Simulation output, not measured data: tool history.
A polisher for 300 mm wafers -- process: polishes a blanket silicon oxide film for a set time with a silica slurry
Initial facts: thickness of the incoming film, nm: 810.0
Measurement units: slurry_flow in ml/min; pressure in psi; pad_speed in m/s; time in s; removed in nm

run  hour  slurry_flow  pressure  pad_speed  slurry_solids  time  removed
  1   0.0          195       2.7       0.94            1.0    41   88.935
  2   1.4          195       2.8       0.94            1.0    41   92.766
  3   4.2          195       2.8       0.72            1.0    41   79.635
  4   6.4          195       2.8       0.72            1.0    37   69.251
  5  11.3          160       2.8       0.72            1.0    37   69.461
  6  20.1          160       2.8       0.92            1.0    37   78.096
  7  21.5          170       2.9       0.92            1.0    37   81.128
  8  24.1          170       3.6       0.98            1.0    37  100.610
  9  29.2          180       3.7       0.98            1.0    37  107.470
 10  31.8          190       3.7       0.98            1.0    37  108.790
 11  38.6          195       3.7       0.98            1.0    37  105.560
 12  46.0          195       3.8       1.00            1.0    37  109.580
 13  54.5          195       3.8       1.02            1.0    37  113.940

Run 14 is up next; what results do you expect?
 14  60.4          195       3.8       1.02            1.0    37        ?

For run 14 the tool returned removed 109.310 nm.

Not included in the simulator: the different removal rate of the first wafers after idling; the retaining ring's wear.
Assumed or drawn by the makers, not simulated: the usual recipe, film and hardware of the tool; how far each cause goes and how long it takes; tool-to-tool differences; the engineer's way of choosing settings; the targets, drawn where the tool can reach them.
